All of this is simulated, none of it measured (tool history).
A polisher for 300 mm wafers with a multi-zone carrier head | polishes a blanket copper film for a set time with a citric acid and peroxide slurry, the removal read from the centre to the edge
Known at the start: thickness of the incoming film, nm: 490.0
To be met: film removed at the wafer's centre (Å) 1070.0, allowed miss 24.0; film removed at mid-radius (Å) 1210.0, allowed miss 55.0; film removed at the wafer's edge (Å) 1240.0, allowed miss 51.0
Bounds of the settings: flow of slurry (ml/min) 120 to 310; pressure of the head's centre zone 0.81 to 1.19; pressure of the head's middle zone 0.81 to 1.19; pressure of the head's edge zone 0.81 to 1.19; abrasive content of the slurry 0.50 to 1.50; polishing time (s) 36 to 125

run    day  flow of slurry (ml/min)  pressure of the head's centre zone  pressure of the head's middle zone  pressure of the head's edge zone  abrasive content of the slurry  polishing time (s)  film removed at the wafer's centre (Å)  film removed at mid-radius (Å)  film removed at the wafer's edge (Å)
  1  0.000                      200                                1.00                                1.00                              1.00                            1.00                  80                                  1464.7                          1495.9                                1476.9
  2  0.058                      200                                1.00                                1.00                              1.00                            1.00                  89                                  1624.8                          1681.1                                1672.9
  3  0.112                      200                                1.00                                1.00                              1.00                            1.00                  98                                  1802.2                          1882.3                                1823.5
  4  0.312                      225                                1.00                                1.00                              1.00                            1.00                  98                                  1833.0                          1882.6                                1848.9
  5  0.675                      205                                1.00                                1.00                              1.00                            1.00                  98                                  1803.0                          1825.3                                1830.9
  6  0.946                      205                                0.94                                1.00                              1.00                            1.00                  98                                  1672.2                          1813.3                                1847.3
  7  1.254                      200                                0.93                                0.99                              0.98                            0.90                  95                                  1578.3                          1700.0                                1708.3
  8  1.546                      195                                0.91                                0.98                              0.97                            0.85                  93                                  1484.2                          1634.8                                1643.4
  9  1.633                      190                                0.89                                0.97                              0.96                            0.80                  91                                  1396.5                          1589.9                                1595.0
 10  1.708                      190                                0.88                                0.95                              0.95                            0.75                  89                                  1343.8                          1511.0                                1512.9
 11  1.779                      185                                0.87                                0.93                              0.94                            0.70                  88                                  1290.6                          1427.5                                1458.7
 12  2.104                      180                                0.86                                0.92                              0.93                            0.65                  87                                  1226.5                          1350.1                                1428.1
 13  2.254                      180                                0.85                                0.92                              0.91                            0.65                  86                                  1201.3                          1369.4                                1414.5
 14  2.579                      180                                0.85                                0.92                              0.90                            0.65                  85                                  1192.7                          1330.8                                1373.1
 15  2.821                      175                                0.84                                0.92                              0.89                            0.65                  85                                  1159.7                          1351.3                                1349.6
 16  2.992                      170                                0.84                                0.91                              0.88                            0.65                  85                                  1159.7                          1307.0                                1361.2
 17  3.217                      170                                0.84                                0.91                              0.87                            0.65                  85                                  1165.6                          1310.1                                1338.3
 18  3.267                      165                                0.84                                0.91                              0.86                            0.65                  85                                  1153.6                          1308.7                                1343.0

4 next moves are on the table. One of them brings every result within its allowed miss. Which?
  A  3.317                      160                                0.85                                0.92                              0.89                            0.50                  82                                       ?                               ?                                     ?
  B  3.317                      155                                0.94                                0.96                              0.81                            0.50                  90                                       ?                               ?                                     ?
  C  3.317                      130                                0.81                                0.95                              0.81                            0.50                  84                                       ?                               ?                                     ?
  D  3.317                      170                                0.85                                0.83                              0.81                            0.85                  89                                       ?                               ?                                     ?

move  film removed at the wafer's centre (Å)  film removed at mid-radius (Å)  film removed at the wafer's edge (Å)
   A                                  1080.4                          1241.8                                1248.5
   B                                  1303.6                          1402.9                                1312.8
   C                                  1001.4                          1248.7                                1191.7
   D                                  1306.5                          1378.4                                1449.8
A: meets every target
B: further off than the last run
C: takes the result that was furthest off past its target
D: further off than the last run
Move A is the one to make.

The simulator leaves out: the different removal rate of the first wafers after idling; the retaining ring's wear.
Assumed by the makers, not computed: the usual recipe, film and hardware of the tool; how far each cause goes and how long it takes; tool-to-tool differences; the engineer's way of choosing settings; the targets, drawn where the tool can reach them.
